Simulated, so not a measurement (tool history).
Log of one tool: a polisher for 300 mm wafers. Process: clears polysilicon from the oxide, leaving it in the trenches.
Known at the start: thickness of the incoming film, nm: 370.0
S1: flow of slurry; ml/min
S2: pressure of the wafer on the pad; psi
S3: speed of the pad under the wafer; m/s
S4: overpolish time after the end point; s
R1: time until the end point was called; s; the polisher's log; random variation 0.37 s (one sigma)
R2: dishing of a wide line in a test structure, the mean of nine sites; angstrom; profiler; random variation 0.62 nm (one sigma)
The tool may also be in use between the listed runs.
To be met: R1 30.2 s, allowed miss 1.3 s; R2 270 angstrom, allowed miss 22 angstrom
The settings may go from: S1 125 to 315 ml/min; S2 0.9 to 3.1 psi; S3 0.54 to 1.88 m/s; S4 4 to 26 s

run	hour	S1	S2	S3	S4	R1	R2
1	0	205	2	1.2	13	26.385	407.57
2	6.9	205	2	1.2	11	26.198	381.47
3	15.6	205	2	1.08	11	28.385	390.16
4	18.3	230	2	1.08	11	27.573	389.9
5	26.3	210	2	1.12	10	27.354	378.2
6	29.1	195	1.9	1.14	9	28.651	377.59
7	30.5	205	1.8	1.14	8	29.812	361.71
8	37.2	220	1.6	1.22	7	29.566	342.04
9	44	275	1	1.46	4	34.1	256.26
10	48	275	1.1	1.46	4	31.927	267.22

5 next moves are on the table. One of them brings every result within its allowed miss. Which?
A	52	295	0.9	1.6	4	?	?
B	52	310	1.1	1.52	4	?	?
C	52	270	1.2	1.24	4	?	?
D	52	290	1	1.48	4	?	?
E	52	305	0.9	1.64	4	?	?

move	R1	R2
A	33.523	260.86
B	31.014	272.62
C	34.549	256.29
D	33.592	260.54
E	32.786	264.22
A: further off than the last run
B: meets every target
C: further off than the last run
D: further off than the last run
E: further off than the last run
Move B is the one to make.

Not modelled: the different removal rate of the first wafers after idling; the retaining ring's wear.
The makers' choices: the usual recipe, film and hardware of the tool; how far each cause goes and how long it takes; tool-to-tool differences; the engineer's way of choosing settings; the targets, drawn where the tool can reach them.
